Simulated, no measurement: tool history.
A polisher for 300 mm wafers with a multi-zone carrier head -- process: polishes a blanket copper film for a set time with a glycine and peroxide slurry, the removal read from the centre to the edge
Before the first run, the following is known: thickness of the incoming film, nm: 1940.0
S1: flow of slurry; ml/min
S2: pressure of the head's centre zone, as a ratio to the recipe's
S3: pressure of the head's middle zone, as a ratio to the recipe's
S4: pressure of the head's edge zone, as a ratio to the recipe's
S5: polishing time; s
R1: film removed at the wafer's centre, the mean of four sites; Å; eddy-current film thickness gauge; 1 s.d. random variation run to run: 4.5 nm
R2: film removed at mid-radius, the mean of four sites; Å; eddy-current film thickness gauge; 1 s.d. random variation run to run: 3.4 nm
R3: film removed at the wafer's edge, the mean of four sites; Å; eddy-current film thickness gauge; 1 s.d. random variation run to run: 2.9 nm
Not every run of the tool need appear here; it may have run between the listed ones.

run,hour,S1,S2,S3,S4,S5,R1,R2,R3
1,0,130,1,1,1,75,3386.7,3744.8,3762.1
2,3,130,0.96,1,1,75,3345.9,3830.8,3707.9
3,11.6,130,0.98,0.98,0.98,73,3296.9,3587.2,3655.3
4,12.5,145,0.98,0.98,0.98,73,3367.5,3731.3,3718.6
5,17.6,145,0.98,0.98,1.01,73,3352.7,3665.2,3672.3
6,19.2,150,1,0.98,1.01,70,3430.6,3518.5,3602.5
7,27.5,150,1.01,0.98,1.01,68,3232,3538.9,3537.1

The next listed run, before its measurement:
8,28.4,155,1.03,0.96,0.99,66,?,?,?

R1: 3318.1 Å
R2: 3382.7 Å
R3: 3405.1 Å
